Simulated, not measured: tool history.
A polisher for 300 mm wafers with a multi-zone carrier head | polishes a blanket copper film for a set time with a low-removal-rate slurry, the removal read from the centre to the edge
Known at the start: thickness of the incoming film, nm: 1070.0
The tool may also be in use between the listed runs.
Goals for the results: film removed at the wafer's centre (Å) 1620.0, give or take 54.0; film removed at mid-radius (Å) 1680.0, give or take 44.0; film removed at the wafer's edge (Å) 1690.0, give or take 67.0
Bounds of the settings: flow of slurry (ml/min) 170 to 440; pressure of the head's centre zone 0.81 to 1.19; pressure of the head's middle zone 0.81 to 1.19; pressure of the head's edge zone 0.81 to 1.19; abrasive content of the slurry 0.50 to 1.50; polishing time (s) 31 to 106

run	hour	flow of slurry (ml/min)	pressure of the head's centre zone	pressure of the head's middle zone	pressure of the head's edge zone	abrasive content of the slurry	polishing time (s)	film removed at the wafer's centre (Å)	film removed at mid-radius (Å)	film removed at the wafer's edge (Å)
1	0.0	280	1.00	1.00	1.00	1.00	68	1449.4	1461.6	1450.3
2	7.8	290	1.01	1.02	1.04	1.05	68	1505.8	1486.8	1451.4
3	11.5	290	1.01	1.02	1.04	0.90	68	1468.3	1465.7	1428.0
4	13.7	290	1.01	1.02	1.04	0.80	68	1446.5	1431.8	1404.2
5	22.5	290	1.01	1.02	1.04	1.00	68	1483.5	1476.9	1476.1
6	26.3	290	1.01	1.02	1.04	1.00	81	1761.8	1778.0	1760.9
7	29.4	285	1.00	1.01	1.03	0.95	81	1745.0	1719.3	1774.2
8	37.3	280	0.99	1.02	1.02	0.90	81	1694.7	1719.6	1711.4
9	44.8	275	0.98	1.02	1.02	0.90	81	1649.5	1748.6	1709.0

Which one of the following 4 next-run settings gets every result inside its allowed miss? There is exactly one.
A	52.3	255	0.88	0.97	0.96	1.05	86	?	?	?
B	52.3	295	0.97	1.03	0.97	0.75	85	?	?	?
C	52.3	345	0.98	1.02	1.08	1.00	76	?	?	?
D	52.3	280	0.97	1.05	1.00	0.90	83	?	?	?

move	film removed at the wafer's centre (Å)	film removed at mid-radius (Å)	film removed at the wafer's edge (Å)
A	1619.2	1797.3	1775.0
B	1710.8	1807.2	1696.0
C	1639.8	1697.4	1671.9
D	1704.4	1830.9	1712.8
A: moves away from the targets compared with the last run
B: moves away from the targets compared with the last run
C: every result within its allowed miss
D: moves away from the targets compared with the last run
C meets every target.

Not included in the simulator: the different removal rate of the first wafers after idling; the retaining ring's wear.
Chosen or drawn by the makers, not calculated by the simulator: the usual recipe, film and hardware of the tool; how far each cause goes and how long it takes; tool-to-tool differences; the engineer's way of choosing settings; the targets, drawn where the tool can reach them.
